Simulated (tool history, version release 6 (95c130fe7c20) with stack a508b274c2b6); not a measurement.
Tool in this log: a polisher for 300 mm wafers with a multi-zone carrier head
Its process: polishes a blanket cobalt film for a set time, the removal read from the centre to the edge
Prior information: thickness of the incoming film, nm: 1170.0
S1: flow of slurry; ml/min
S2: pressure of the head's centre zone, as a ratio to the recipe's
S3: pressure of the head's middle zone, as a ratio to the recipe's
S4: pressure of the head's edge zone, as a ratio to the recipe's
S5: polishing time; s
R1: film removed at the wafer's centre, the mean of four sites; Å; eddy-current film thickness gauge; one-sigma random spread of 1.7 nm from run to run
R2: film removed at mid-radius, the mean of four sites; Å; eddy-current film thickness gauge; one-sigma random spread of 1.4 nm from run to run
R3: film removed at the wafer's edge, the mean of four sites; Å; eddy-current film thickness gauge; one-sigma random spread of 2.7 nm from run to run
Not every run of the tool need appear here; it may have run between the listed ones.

Run 1, hour 0.0: S1 175 ml/min, S2 1.00, S3 1.00, S4 1.00, S5 73 s. Result: R1 2463.2 Å, R2 2495.5 Å, R3 2569.3 Å.
Run 2, hour 6.6: S1 170 ml/min, S2 1.01, S3 0.98, S4 1.00, S5 73 s. Result: R1 2460.1 Å, R2 2436.3 Å, R3 2514.4 Å.
Run 3, hour 11.7: S1 170 ml/min, S2 1.01, S3 0.98, S4 1.00, S5 65 s. Result: R1 2186.5 Å, R2 2147.6 Å, R3 2220.4 Å.
Run 4, hour 12.3: S1 190 ml/min, S2 1.01, S3 0.98, S4 1.00, S5 65 s. Result: R1 2273.4 Å, R2 2246.4 Å, R3 2272.0 Å.
Run 5, hour 20.6: S1 190 ml/min, S2 1.01, S3 0.98, S4 1.05, S5 65 s. Result: R1 2259.5 Å, R2 2221.0 Å, R3 2281.2 Å.
Run 6, hour 29.4: S1 185 ml/min, S2 1.02, S3 0.96, S4 1.06, S5 66 s. Result: R1 2294.3 Å, R2 2194.2 Å, R3 2421.8 Å.
Run 7, hour 36.8: S1 185 ml/min, S2 1.03, S3 0.95, S4 1.06, S5 66 s. Result: R1 2336.3 Å, R2 2161.7 Å, R3 2408.4 Å.
Run 8, hour 39.9: S1 185 ml/min, S2 1.04, S3 0.94, S4 1.06, S5 66 s. Result: R1 2322.4 Å, R2 2167.4 Å, R3 2394.3 Å.
Run 9, hour 42.8: S1 185 ml/min, S2 1.05, S3 0.93, S4 1.06, S5 66 s. Result: R1 2378.4 Å, R2 2148.1 Å, R3 2362.7 Å.

Expected results for the next run?
Run 10, hour 44.4: S1 185 ml/min, S2 1.06, S3 0.92, S4 1.07, S5 66 s. Result: R1 ?, R2 ?, R3 ?.

R1: 2383.9 Å
R2: 2127.9 Å
R3: 2400.0 Å

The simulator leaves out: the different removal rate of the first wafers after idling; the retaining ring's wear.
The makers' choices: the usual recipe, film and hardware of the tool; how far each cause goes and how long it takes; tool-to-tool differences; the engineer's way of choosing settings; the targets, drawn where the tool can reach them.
